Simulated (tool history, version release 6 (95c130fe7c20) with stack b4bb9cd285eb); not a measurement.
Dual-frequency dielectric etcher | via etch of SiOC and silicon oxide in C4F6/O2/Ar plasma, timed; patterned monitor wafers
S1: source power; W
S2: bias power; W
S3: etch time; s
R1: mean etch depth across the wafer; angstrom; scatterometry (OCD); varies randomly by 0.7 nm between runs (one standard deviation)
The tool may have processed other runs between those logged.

run  hour   S1   S2     S3      R1
  1     0  460  228  102.5  1332.2
  2   8.8  420  217  102.5  1269.9
  3  12.2  470  217  102.5  1306.1
  4  14.2  440  204  102.5  1238.5
  5    15  410  199  102.5  1192.4
  6  19.1  390  197  102.5  1166.6

The next listed run, before its measurement:
  7  20.8  380  195  102.5   ?

Run 7 gave R1 1152.8 angstrom.
